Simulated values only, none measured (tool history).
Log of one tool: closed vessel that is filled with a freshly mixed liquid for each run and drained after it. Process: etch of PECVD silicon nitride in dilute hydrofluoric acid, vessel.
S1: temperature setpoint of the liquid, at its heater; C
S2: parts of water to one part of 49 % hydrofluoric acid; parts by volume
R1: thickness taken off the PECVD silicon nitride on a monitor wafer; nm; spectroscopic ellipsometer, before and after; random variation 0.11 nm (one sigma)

run 1 hour=0.0 | S1=20.0 S2=115 time_in_the_liquid_(s)=790 | R1=8.0997
run 2 hour=5.3 | S1=20.0 S2=90 time_in_the_liquid_(s)=790 | R1=10.2930
run 3 hour=6.3 | S1=18.0 S2=90 time_in_the_liquid_(s)=790 | R1=9.0016
run 4 hour=14.8 | S1=18.0 S2=90 time_in_the_liquid_(s)=790 | R1=9.1867
run 5 hour=22.2 | S1=19.0 S2=90 time_in_the_liquid_(s)=790 | R1=9.7962
run 6 hour=27.2 | S1=19.0 S2=90 time_in_the_liquid_(s)=845 | R1=10.3050
run 7 hour=28.8 | S1=19.5 S2=90 time_in_the_liquid_(s)=845 | R1=10.7680
run 8 hour=30.1 | S1=20.0 S2=90 time_in_the_liquid_(s)=845 | R1=11.0290

Run 9 comes next. What will it give?
run 9 hour=38.3 | S1=20.5 S2=90 time_in_the_liquid_(s)=845 | R1=?

{"run 9": {"R1": 11.504}}
